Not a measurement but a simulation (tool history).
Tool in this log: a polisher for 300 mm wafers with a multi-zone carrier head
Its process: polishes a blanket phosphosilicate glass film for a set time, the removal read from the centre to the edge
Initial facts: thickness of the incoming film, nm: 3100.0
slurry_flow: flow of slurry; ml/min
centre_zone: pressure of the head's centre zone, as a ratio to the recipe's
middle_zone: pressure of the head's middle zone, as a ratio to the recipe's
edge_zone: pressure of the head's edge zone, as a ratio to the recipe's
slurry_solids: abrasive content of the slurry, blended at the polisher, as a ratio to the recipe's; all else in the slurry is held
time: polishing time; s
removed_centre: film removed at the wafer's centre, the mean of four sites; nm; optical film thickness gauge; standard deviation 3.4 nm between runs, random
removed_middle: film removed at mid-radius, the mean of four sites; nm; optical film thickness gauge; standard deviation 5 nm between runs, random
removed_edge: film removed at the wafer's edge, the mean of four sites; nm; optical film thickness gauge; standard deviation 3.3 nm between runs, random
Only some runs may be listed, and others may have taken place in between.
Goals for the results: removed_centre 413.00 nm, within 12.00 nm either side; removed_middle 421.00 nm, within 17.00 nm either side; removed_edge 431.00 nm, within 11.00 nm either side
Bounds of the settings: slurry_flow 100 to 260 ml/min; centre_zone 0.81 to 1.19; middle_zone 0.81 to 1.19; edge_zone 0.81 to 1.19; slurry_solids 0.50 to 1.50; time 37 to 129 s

run 1 hour=0.0 | slurry_flow=165 centre_zone=1.00 middle_zone=1.00 edge_zone=1.00 slurry_solids=1.00 time=83 | removed_centre=500.00 removed_middle=505.64 removed_edge=489.39
run 2 hour=5.1 | slurry_flow=155 centre_zone=0.98 middle_zone=0.98 edge_zone=0.98 slurry_solids=1.00 time=83 | removed_centre=490.74 removed_middle=488.24 removed_edge=477.26
run 3 hour=13.7 | slurry_flow=150 centre_zone=0.96 middle_zone=0.97 edge_zone=0.97 slurry_solids=1.00 time=83 | removed_centre=471.34 removed_middle=491.77 removed_edge=474.46
run 4 hour=21.4 | slurry_flow=145 centre_zone=0.95 middle_zone=0.95 edge_zone=0.96 slurry_solids=1.00 time=83 | removed_centre=455.19 removed_middle=482.23 removed_edge=480.34
run 5 hour=22.8 | slurry_flow=145 centre_zone=0.95 middle_zone=0.95 edge_zone=0.96 slurry_solids=1.00 time=62 | removed_centre=350.17 removed_middle=367.73 removed_edge=352.89
run 6 hour=24.1 | slurry_flow=145 centre_zone=0.95 middle_zone=0.95 edge_zone=0.96 slurry_solids=1.00 time=82 | removed_centre=460.01 removed_middle=462.02 removed_edge=472.84
run 7 hour=31.3 | slurry_flow=140 centre_zone=0.94 middle_zone=0.95 edge_zone=0.94 slurry_solids=1.00 time=82 | removed_centre=445.56 removed_middle=475.27 removed_edge=456.40
run 8 hour=33.3 | slurry_flow=135 centre_zone=0.94 middle_zone=0.93 edge_zone=0.93 slurry_solids=1.00 time=82 | removed_centre=440.44 removed_middle=463.21 removed_edge=459.38

Next run, 4 choices. One meets every target within its allowed miss, the rest don't. Which?
run A hour=35.3 | slurry_flow=175 centre_zone=0.91 middle_zone=0.85 edge_zone=0.92 slurry_solids=1.00 time=75 | removed_centre=? removed_middle=? removed_edge=?
run B hour=35.3 | slurry_flow=100 centre_zone=0.90 middle_zone=0.86 edge_zone=0.94 slurry_solids=0.90 time=91 | removed_centre=? removed_middle=? removed_edge=?
run C hour=35.3 | slurry_flow=130 centre_zone=0.93 middle_zone=0.96 edge_zone=0.87 slurry_solids=1.10 time=87 | removed_centre=? removed_middle=? removed_edge=?
run D hour=35.3 | slurry_flow=180 centre_zone=0.90 middle_zone=1.10 edge_zone=0.81 slurry_solids=0.85 time=83 | removed_centre=? removed_middle=? removed_edge=?

move=A removed_centre=409.57 removed_middle=420.92 removed_edge=428.83
move=B removed_centre=413.88 removed_middle=439.75 removed_edge=464.38
move=C removed_centre=474.64 removed_middle=513.69 removed_edge=484.87
move=D removed_centre=422.06 removed_middle=507.05 removed_edge=422.05
A: each result inside its tolerance
B: lands further from the targets than the last run did
C: lands further from the targets than the last run did
D: the furthest-off result lands on target, but another misses its tolerance
Answer: A

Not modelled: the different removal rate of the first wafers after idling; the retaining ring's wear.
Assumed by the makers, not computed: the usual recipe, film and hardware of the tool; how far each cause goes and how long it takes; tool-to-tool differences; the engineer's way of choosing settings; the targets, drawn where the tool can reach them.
